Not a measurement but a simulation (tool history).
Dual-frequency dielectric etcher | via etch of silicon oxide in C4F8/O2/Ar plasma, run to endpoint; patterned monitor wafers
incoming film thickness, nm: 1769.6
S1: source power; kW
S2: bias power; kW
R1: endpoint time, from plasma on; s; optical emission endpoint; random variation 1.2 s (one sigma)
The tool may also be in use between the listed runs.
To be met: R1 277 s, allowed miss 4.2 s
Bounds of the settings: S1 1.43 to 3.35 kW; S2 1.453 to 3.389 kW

run,day,S1,S2,R1
1,0,2.39,2.421,324.55
2,0.083,2.04,2.421,356.18
3,0.146,2.04,2.275,366.79
4,0.221,2.04,2.042,381.94
5,0.5,2.34,2.062,349.66
6,0.683,2.55,2.076,330.65
7,0.846,2.71,2.087,316.16
8,0.946,2.83,2.095,309.29
9,1.217,2.94,2.103,300.06
10,1.25,3.02,2.109,295.59
11,1.371,3.08,2.115,294.04
12,1.479,3.14,2.125,289.15

5 next moves are on the table. One of them brings every result within its allowed miss. Which?
A,1.588,3.13,2.142,?
B,1.588,3.06,2.213,?
C,1.588,3.35,2.19,?
D,1.588,3.32,1.937,?
E,1.588,3.33,2.375,?

move,R1
A,289.83
B,289.97
C,276.78
D,291.27
E,269.4
A: further off than the last run
B: further off than the last run
C: meets every target
D: further off than the last run
E: takes the result that was furthest off past its target
The right move is C.

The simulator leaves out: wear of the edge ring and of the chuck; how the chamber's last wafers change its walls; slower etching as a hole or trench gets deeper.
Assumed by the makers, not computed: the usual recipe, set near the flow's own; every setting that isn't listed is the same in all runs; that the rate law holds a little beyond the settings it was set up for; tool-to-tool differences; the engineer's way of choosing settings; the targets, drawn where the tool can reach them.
